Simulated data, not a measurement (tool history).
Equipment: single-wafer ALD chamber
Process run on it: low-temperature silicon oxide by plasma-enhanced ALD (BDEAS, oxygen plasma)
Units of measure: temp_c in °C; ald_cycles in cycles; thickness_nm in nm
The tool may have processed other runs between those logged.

run  hour  temp_c  ald_cycles  thickness_nm
  1   0.0     110          44        6.6193
  2   3.8     109          46        6.9498
  3   8.7     109          40        6.0757
  4  17.2     102          40        6.1168
  5  19.8     101          43        6.6239
  6  27.5     101          46        7.0806
  7  31.5     100          47        7.2650
  8  36.7      99          48        7.3870
  9  45.6      99          49        7.5782

Run 10, settings as shown, results not yet in. Your forecast:
 10  54.0      98          50             ?

thickness_nm: 7.7804 nm
